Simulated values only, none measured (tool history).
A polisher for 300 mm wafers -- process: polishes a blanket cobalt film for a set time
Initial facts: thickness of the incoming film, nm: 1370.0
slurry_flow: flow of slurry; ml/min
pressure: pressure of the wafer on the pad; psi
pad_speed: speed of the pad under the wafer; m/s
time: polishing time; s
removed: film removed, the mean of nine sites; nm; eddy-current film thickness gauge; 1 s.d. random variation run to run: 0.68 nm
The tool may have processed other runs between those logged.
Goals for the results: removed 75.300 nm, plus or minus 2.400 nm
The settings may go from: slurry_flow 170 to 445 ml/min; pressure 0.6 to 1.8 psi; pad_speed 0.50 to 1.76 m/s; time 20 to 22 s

run 1 day=0.000 | slurry_flow=285 pressure=1.2 pad_speed=1.12 time=22 | removed=62.008
run 2 day=0.338 | slurry_flow=285 pressure=1.3 pad_speed=1.12 time=22 | removed=67.794
run 3 day=0.462 | slurry_flow=285 pressure=1.3 pad_speed=1.12 time=22 | removed=66.678
run 4 day=0.792 | slurry_flow=220 pressure=1.3 pad_speed=1.12 time=22 | removed=67.223
run 5 day=1.033 | slurry_flow=265 pressure=1.3 pad_speed=1.12 time=22 | removed=66.959
run 6 day=1.217 | slurry_flow=265 pressure=1.3 pad_speed=0.84 time=22 | removed=54.789
run 7 day=1.371 | slurry_flow=270 pressure=1.6 pad_speed=0.86 time=22 | removed=67.855
run 8 day=1.542 | slurry_flow=270 pressure=1.7 pad_speed=0.86 time=22 | removed=71.673
run 9 day=1.650 | slurry_flow=270 pressure=1.7 pad_speed=0.86 time=22 | removed=72.269

Exactly one of the 4 candidate moves below puts every result within its allowed miss. Which one?
run A day=1.758 | slurry_flow=260 pressure=1.8 pad_speed=0.92 time=22 | removed=?
run B day=1.758 | slurry_flow=265 pressure=1.3 pad_speed=1.12 time=22 | removed=?
run C day=1.758 | slurry_flow=260 pressure=1.8 pad_speed=0.84 time=22 | removed=?
run D day=1.758 | slurry_flow=235 pressure=1.8 pad_speed=0.76 time=22 | removed=?

move=A removed=79.239
move=B removed=66.891
move=C removed=74.213
move=D removed=68.786
A: moves the result that the last run missed by most past its target, out the other side
B: lands further from the targets than the last run did
C: every result lands within tolerance
D: lands further from the targets than the last run did
C meets every target.
